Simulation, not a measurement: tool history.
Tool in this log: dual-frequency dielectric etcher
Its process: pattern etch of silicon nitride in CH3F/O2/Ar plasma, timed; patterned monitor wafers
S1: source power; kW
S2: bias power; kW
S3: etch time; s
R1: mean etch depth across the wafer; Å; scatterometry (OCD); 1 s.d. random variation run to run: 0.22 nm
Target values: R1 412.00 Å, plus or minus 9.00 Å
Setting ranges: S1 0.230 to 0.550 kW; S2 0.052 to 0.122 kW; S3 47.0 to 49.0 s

run,day,S1,S2,S3,R1
1,0.000,0.390,0.087,47.0,340.67
2,0.254,0.410,0.090,47.0,355.34
3,0.421,0.370,0.090,47.0,341.14
4,0.458,0.370,0.090,49.0,355.15
5,0.588,0.370,0.090,47.0,342.22
6,0.875,0.370,0.101,47.0,354.26
7,0.912,0.390,0.102,47.0,364.70
8,1.175,0.410,0.103,47.0,376.07
9,1.367,0.420,0.104,47.0,378.12
10,1.583,0.430,0.105,47.0,384.68
11,1.817,0.440,0.106,47.0,389.43
12,2.150,0.450,0.106,47.0,393.12
13,2.488,0.460,0.106,47.0,391.77
14,2.550,0.470,0.107,47.0,394.88

Exactly one of the 4 candidate moves below puts every result within its allowed miss. Which one?
A,2.612,0.520,0.097,47.0,?
B,2.612,0.350,0.122,47.0,?
C,2.612,0.450,0.106,47.0,?
D,2.612,0.420,0.122,47.5,?

move,R1
A,397.40
B,380.68
C,391.67
D,410.36
A: closer than the last run, but not yet in spec
B: further off than the last run
C: further off than the last run
D: meets every target
Go with D: it meets all targets.
